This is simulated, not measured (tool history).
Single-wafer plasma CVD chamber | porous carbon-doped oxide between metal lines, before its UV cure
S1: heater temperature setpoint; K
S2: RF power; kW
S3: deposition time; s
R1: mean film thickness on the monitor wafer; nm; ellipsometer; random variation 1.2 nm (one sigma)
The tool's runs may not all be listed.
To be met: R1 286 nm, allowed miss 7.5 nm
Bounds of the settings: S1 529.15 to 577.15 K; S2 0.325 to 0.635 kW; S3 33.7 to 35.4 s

Run 1, hour 0: S1 553.15 K, S2 0.48 kW, S3 35.4 s. Result: R1 215.84 nm.
Run 2, hour 2.3: S1 550.15 K, S2 0.495 kW, S3 35.4 s. Result: R1 225.86 nm.
Run 3, hour 7.7: S1 550.15 K, S2 0.46 kW, S3 35.4 s. Result: R1 214.19 nm.
Run 4, hour 12.1: S1 557.15 K, S2 0.46 kW, S3 35.4 s. Result: R1 204.74 nm.
Run 5, hour 19.2: S1 553.15 K, S2 0.48 kW, S3 35.4 s. Result: R1 216.22 nm.
Run 6, hour 22.9: S1 553.15 K, S2 0.48 kW, S3 33.7 s. Result: R1 206.85 nm.
Run 7, hour 28.5: S1 541.15 K, S2 0.555 kW, S3 35.2 s. Result: R1 255.58 nm.
Run 8, hour 31.6: S1 540.15 K, S2 0.56 kW, S3 35.2 s. Result: R1 262.92 nm.

Which of these 5 next moves meets every target?
Run A, hour 34.7: S1 539.15 K, S2 0.565 kW, S3 35.4 s. Result: R1 ?.
Run B, hour 34.7: S1 544.15 K, S2 0.52 kW, S3 33.7 s. Result: R1 ?.
Run C, hour 34.7: S1 531.15 K, S2 0.57 kW, S3 35.4 s. Result: R1 ?.
Run D, hour 34.7: S1 542.15 K, S2 0.595 kW, S3 35.4 s. Result: R1 ?.
Run E, hour 34.7: S1 538.15 K, S2 0.57 kW, S3 35 s. Result: R1 ?.

move      R1
   A  263.72
   B  230.28
   C   282.3
   D  265.79
   E  264.24
A: as far off as the last run
B: further off than the last run
C: meets every target
D: nearer than the last run, and not there yet
E: nearer than the last run, and not there yet
Move C is the one to make.
